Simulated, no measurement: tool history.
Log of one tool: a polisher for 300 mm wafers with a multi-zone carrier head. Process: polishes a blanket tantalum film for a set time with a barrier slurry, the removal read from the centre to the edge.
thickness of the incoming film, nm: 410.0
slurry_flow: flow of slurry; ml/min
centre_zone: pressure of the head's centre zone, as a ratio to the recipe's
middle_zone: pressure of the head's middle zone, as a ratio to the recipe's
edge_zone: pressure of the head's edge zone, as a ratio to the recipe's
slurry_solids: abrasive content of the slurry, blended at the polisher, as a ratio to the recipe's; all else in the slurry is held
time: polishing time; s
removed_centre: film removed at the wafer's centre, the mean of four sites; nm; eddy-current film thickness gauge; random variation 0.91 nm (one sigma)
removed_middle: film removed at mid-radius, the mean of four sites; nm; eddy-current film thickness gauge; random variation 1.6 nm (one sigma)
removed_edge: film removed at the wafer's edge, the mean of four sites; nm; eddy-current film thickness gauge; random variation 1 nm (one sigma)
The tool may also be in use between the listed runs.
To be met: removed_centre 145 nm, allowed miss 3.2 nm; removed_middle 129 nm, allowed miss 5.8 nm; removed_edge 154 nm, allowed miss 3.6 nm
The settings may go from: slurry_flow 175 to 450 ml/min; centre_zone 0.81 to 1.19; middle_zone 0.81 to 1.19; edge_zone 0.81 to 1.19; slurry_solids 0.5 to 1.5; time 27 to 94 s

{"run": 1, "hour": 0.0, "slurry_flow": 290, "centre_zone": 1, "middle_zone": 1, "edge_zone": 1, "slurry_solids": 1, "time": 60, "removed_centre": 118.78, "removed_middle": 118.35, "removed_edge": 118.44}
{"run": 2, "hour": 7.6, "slurry_flow": 290, "centre_zone": 1, "middle_zone": 1, "edge_zone": 1.07, "slurry_solids": 1, "time": 60, "removed_centre": 118.63, "removed_middle": 119.13, "removed_edge": 123.29}
{"run": 3, "hour": 16.6, "slurry_flow": 290, "centre_zone": 1.07, "middle_zone": 1, "edge_zone": 1.07, "slurry_solids": 1, "time": 60, "removed_centre": 126.71, "removed_middle": 117.51, "removed_edge": 124.66}
{"run": 4, "hour": 19.3, "slurry_flow": 295, "centre_zone": 1.07, "middle_zone": 0.99, "edge_zone": 1.1, "slurry_solids": 1.1, "time": 60, "removed_centre": 130.8, "removed_middle": 123.38, "removed_edge": 129.43}
{"run": 5, "hour": 21.8, "slurry_flow": 285, "centre_zone": 1.06, "middle_zone": 0.95, "edge_zone": 1.12, "slurry_solids": 1.15, "time": 61, "removed_centre": 131.86, "removed_middle": 120.11, "removed_edge": 132.35}
{"run": 6, "hour": 22.8, "slurry_flow": 285, "centre_zone": 1.06, "middle_zone": 0.95, "edge_zone": 1.12, "slurry_solids": 1.15, "time": 73, "removed_centre": 158.89, "removed_middle": 146.73, "removed_edge": 160.59}
{"run": 7, "hour": 30.2, "slurry_flow": 270, "centre_zone": 1.05, "middle_zone": 0.93, "edge_zone": 1.12, "slurry_solids": 1.15, "time": 73, "removed_centre": 156.38, "removed_middle": 140.08, "removed_edge": 160.47}
{"run": 8, "hour": 33.6, "slurry_flow": 260, "centre_zone": 1.04, "middle_zone": 0.92, "edge_zone": 1.11, "slurry_solids": 1.15, "time": 73, "removed_centre": 154.28, "removed_middle": 143.14, "removed_edge": 158.9}
{"run": 9, "hour": 42.5, "slurry_flow": 260, "centre_zone": 1.03, "middle_zone": 0.9, "edge_zone": 1.11, "slurry_solids": 1.15, "time": 73, "removed_centre": 151.42, "removed_middle": 137.02, "removed_edge": 158.79}
{"run": 10, "hour": 43.2, "slurry_flow": 255, "centre_zone": 1.03, "middle_zone": 0.89, "edge_zone": 1.1, "slurry_solids": 1.15, "time": 73, "removed_centre": 152.67, "removed_middle": 135.8, "removed_edge": 158.32}
{"run": 11, "hour": 45.8, "slurry_flow": 250, "centre_zone": 1.02, "middle_zone": 0.88, "edge_zone": 1.09, "slurry_solids": 1.15, "time": 73, "removed_centre": 150.2, "removed_middle": 134.4, "removed_edge": 154.73}
{"run": 12, "hour": 49.8, "slurry_flow": 245, "centre_zone": 1.02, "middle_zone": 0.87, "edge_zone": 1.09, "slurry_solids": 1.15, "time": 73, "removed_centre": 149.74, "removed_middle": 131.26, "removed_edge": 157.11}
{"run": 13, "hour": 54.1, "slurry_flow": 240, "centre_zone": 1.02, "middle_zone": 0.87, "edge_zone": 1.09, "slurry_solids": 1.15, "time": 73, "removed_centre": 150.82, "removed_middle": 131.59, "removed_edge": 155.68}

Which of these 4 next moves meets every target?
{"run": "A", "hour": 58.4, "slurry_flow": 210, "centre_zone": 1.08, "middle_zone": 0.91, "edge_zone": 1.11, "slurry_solids": 1.1, "time": 73, "removed_centre": "?", "removed_middle": "?", "removed_edge": "?"}
{"run": "B", "hour": 58.4, "slurry_flow": 225, "centre_zone": 1.05, "middle_zone": 0.9, "edge_zone": 1.11, "slurry_solids": 1.2, "time": 73, "removed_centre": "?", "removed_middle": "?", "removed_edge": "?"}
{"run": "C", "hour": 58.4, "slurry_flow": 340, "centre_zone": 1.01, "middle_zone": 0.86, "edge_zone": 1.13, "slurry_solids": 0.8, "time": 79, "removed_centre": "?", "removed_middle": "?", "removed_edge": "?"}
{"run": "D", "hour": 58.4, "slurry_flow": 250, "centre_zone": 1.09, "middle_zone": 0.88, "edge_zone": 1.05, "slurry_solids": 1.1, "time": 75, "removed_centre": "?", "removed_middle": "?", "removed_edge": "?"}

move=A removed_centre=152.32 removed_middle=133.11 removed_edge=152.67
move=B removed_centre=153.86 removed_middle=136.93 removed_edge=158.06
move=C removed_centre=145.57 removed_middle=129.14 removed_edge=154.25
move=D removed_centre=162.48 removed_middle=136.47 removed_edge=156.06
A: further off than the last run
B: further off than the last run
C: meets every target
D: further off than the last run
Answer: C
